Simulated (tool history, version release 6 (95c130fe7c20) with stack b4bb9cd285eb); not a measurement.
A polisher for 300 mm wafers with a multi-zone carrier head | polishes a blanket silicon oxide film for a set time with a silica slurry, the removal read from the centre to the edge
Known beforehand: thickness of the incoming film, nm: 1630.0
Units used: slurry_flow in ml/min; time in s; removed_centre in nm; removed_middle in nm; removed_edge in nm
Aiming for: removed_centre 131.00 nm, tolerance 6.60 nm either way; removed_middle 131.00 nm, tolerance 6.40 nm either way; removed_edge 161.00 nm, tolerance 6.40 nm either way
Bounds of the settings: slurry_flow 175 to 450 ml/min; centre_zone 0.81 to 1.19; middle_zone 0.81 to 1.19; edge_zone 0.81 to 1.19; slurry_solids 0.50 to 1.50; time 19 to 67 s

run 1 day=0.000 | slurry_flow=290 centre_zone=1.00 middle_zone=1.00 edge_zone=1.00 slurry_solids=1.00 time=43 | removed_centre=120.74 removed_middle=121.29 removed_edge=124.34
run 2 day=0.338 | slurry_flow=290 centre_zone=0.99 middle_zone=0.98 edge_zone=1.03 slurry_solids=1.05 time=43 | removed_centre=123.75 removed_middle=123.46 removed_edge=128.05
run 3 day=0.667 | slurry_flow=290 centre_zone=0.99 middle_zone=0.98 edge_zone=1.03 slurry_solids=1.20 time=43 | removed_centre=130.74 removed_middle=127.98 removed_edge=138.82
run 4 day=1.042 | slurry_flow=325 centre_zone=0.99 middle_zone=0.98 edge_zone=1.03 slurry_solids=1.20 time=43 | removed_centre=134.43 removed_middle=127.61 removed_edge=135.54
run 5 day=1.262 | slurry_flow=325 centre_zone=0.99 middle_zone=0.98 edge_zone=1.07 slurry_solids=1.20 time=43 | removed_centre=134.15 removed_middle=132.05 removed_edge=137.14
run 6 day=1.512 | slurry_flow=310 centre_zone=0.98 middle_zone=0.97 edge_zone=1.07 slurry_solids=1.25 time=43 | removed_centre=129.63 removed_middle=130.93 removed_edge=138.51
run 7 day=1.779 | slurry_flow=290 centre_zone=0.98 middle_zone=0.95 edge_zone=1.07 slurry_solids=1.30 time=43 | removed_centre=135.36 removed_middle=132.38 removed_edge=141.83
run 8 day=1.992 | slurry_flow=270 centre_zone=0.95 middle_zone=0.93 edge_zone=1.05 slurry_solids=1.35 time=44 | removed_centre=136.42 removed_middle=131.18 removed_edge=145.21
run 9 day=2.283 | slurry_flow=255 centre_zone=0.93 middle_zone=0.91 edge_zone=1.06 slurry_solids=1.40 time=45 | removed_centre=136.56 removed_middle=134.07 removed_edge=149.93
run 10 day=2.562 | slurry_flow=245 centre_zone=0.92 middle_zone=0.89 edge_zone=1.07 slurry_solids=1.40 time=45 | removed_centre=132.90 removed_middle=128.18 removed_edge=152.63
run 11 day=2.683 | slurry_flow=240 centre_zone=0.92 middle_zone=0.89 edge_zone=1.08 slurry_solids=1.40 time=45 | removed_centre=131.51 removed_middle=125.43 removed_edge=151.96
run 12 day=2.742 | slurry_flow=240 centre_zone=0.92 middle_zone=0.89 edge_zone=1.09 slurry_solids=1.40 time=45 | removed_centre=133.24 removed_middle=129.95 removed_edge=149.49
run 13 day=3.008 | slurry_flow=240 centre_zone=0.91 middle_zone=0.88 edge_zone=1.09 slurry_solids=1.40 time=45 | removed_centre=131.44 removed_middle=130.65 removed_edge=151.06
run 14 day=3.342 | slurry_flow=230 centre_zone=0.90 middle_zone=0.87 edge_zone=1.09 slurry_solids=1.40 time=45 | removed_centre=129.73 removed_middle=124.05 removed_edge=148.54

Which single option among these 4 for the next run brings every result within its allowed miss of target? Just one does.
run A day=3.675 | slurry_flow=185 centre_zone=0.86 middle_zone=0.85 edge_zone=1.08 slurry_solids=1.40 time=50 | removed_centre=? removed_middle=? removed_edge=?
run B day=3.675 | slurry_flow=230 centre_zone=0.83 middle_zone=0.91 edge_zone=1.07 slurry_solids=1.40 time=49 | removed_centre=? removed_middle=? removed_edge=?
run C day=3.675 | slurry_flow=215 centre_zone=0.85 middle_zone=0.88 edge_zone=1.11 slurry_solids=1.35 time=43 | removed_centre=? removed_middle=? removed_edge=?
run D day=3.675 | slurry_flow=175 centre_zone=0.81 middle_zone=0.86 edge_zone=1.09 slurry_solids=1.50 time=52 | removed_centre=? removed_middle=? removed_edge=?

move=A removed_centre=131.41 removed_middle=130.03 removed_edge=161.56
move=B removed_centre=130.02 removed_middle=139.64 removed_edge=161.92
move=C removed_centre=113.76 removed_middle=116.57 removed_edge=141.49
move=D removed_centre=130.97 removed_middle=138.19 removed_edge=171.22
A: every result within its allowed miss
B: brings the result that was furthest off to its target, and leaves another outside
C: further off than the last run
D: the result that was furthest off in the last run now lies on the other side of its target
The move that meets every target is A.
